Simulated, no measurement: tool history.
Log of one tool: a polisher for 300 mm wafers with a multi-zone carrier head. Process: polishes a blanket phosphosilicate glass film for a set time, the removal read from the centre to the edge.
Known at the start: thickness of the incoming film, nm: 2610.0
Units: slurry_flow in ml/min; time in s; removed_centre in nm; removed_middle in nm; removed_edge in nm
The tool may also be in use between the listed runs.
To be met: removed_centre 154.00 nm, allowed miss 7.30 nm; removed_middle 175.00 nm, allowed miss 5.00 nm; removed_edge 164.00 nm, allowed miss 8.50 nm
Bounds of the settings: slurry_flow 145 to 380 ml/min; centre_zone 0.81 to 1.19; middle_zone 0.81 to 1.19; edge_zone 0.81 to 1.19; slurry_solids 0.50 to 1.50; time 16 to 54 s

run   hour  slurry_flow  centre_zone  middle_zone  edge_zone  slurry_solids  time  removed_centre  removed_middle  removed_edge
  1    0.0          245         1.00         1.00       1.00           1.00    35          242.54          238.49        238.45
  2    3.1          245         0.97         1.00       0.97           0.90    34          217.78          220.05        217.31
  3   10.8          245         0.97         1.00       0.93           0.90    34          211.91          218.69        203.98
  4   12.4          240         0.94         0.98       0.91           0.85    34          204.85          212.57        203.26
  5   16.4          240         0.94         0.98       0.99           0.85    34          204.05          210.23        217.52
  6   21.6          240         0.94         0.98       0.99           0.95    34          216.03          220.68        219.33
  7   26.6          235         0.92         0.97       0.96           0.90    34          207.38          214.70        217.67
  8   30.9          235         0.92         0.97       0.96           0.90    34          206.23          212.64        213.77
  9   37.3          235         0.91         0.97       0.93           0.80    34          193.72          199.09        197.01
 10   44.1          230         0.89         0.98       0.92           0.75    34          177.19          195.20        187.57
 11   51.4          225         0.88         0.97       0.90           0.75    34          178.83          195.36        185.82
 12   60.4          215         0.82         0.96       0.87           0.50    34          130.38          151.67        145.83
 13   68.5          225         0.84         0.98       0.88           0.50    34          137.05          156.69        147.94
 14   73.4          230         0.85         0.99       0.90           0.50    34          137.43          156.39        153.18
 15   77.2          235         0.86         1.01       0.90           0.50    34          140.23          159.85        154.14
 16   85.4          240         0.87         1.03       0.90           0.50    34          139.19          161.28        152.91
 17   89.3          245         0.88         1.04       0.91           0.50    34          142.85          162.64        156.72
 18   96.6          250         0.89         1.05       0.91           0.50    34          149.57          162.76        153.07
 19  100.6          250         0.89         1.06       0.92           0.50    34          144.84          165.59        151.27
 20  103.4          255         0.89         1.06       0.93           0.50    34          146.80          165.27        154.33

4 next moves are on the table. One of them brings every result within its allowed miss. Which?
  A  106.2          250         0.90         1.07       0.95           0.55    34               ?               ?             ?
  B  106.2          245         0.82         1.09       0.91           0.50    34               ?               ?             ?
  C  106.2          220         0.90         0.99       1.03           0.50    33               ?               ?             ?
  D  106.2          345         1.08         1.16       0.81           0.65    26               ?               ?             ?

move  removed_centre  removed_middle  removed_edge
   A          154.72          178.38        163.99
   B          132.71          170.31        151.55
   C          139.08          152.62        154.43
   D          162.42          163.85        131.52
A: meets every target
B: brings the result that was furthest off to its target, and leaves another outside
C: further off than the last run
D: further off than the last run
Answer: A
